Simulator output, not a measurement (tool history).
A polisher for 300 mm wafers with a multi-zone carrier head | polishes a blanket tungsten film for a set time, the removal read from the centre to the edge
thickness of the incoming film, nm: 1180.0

run,hour,flow of slurry (ml/min),pressure of the head's centre zone,pressure of the head's middle zone,pressure of the head's edge zone,abrasive content of the slurry,polishing time (s),film removed at the wafer's centre (nm),film removed at mid-radius (nm),film removed at the wafer's edge (nm)
1,0,210,1,1,1,1,33,148.55,147.36,146.04
2,4,215,1,1.01,1.01,1.05,33,149.23,146.48,149.54
3,9.6,215,1,1.03,1.01,1.1,34,153.99,156.64,153
4,18.2,215,1,1.03,0.95,1.1,34,155.41,154.34,152.69
5,25.2,195,1,1.03,0.95,1.1,34,152.59,154.8,147.05
6,31.7,205,1,1.04,0.96,1.15,34,155.07,159.79,148.8

Forecast run 7:
7,33.5,215,1,1.04,0.97,1.2,34,?,?,?

Run 7 gave film removed at the wafer's centre (nm) 163.41, film removed at mid-radius (nm) 161.93, film removed at the wafer's edge (nm) 154.98.
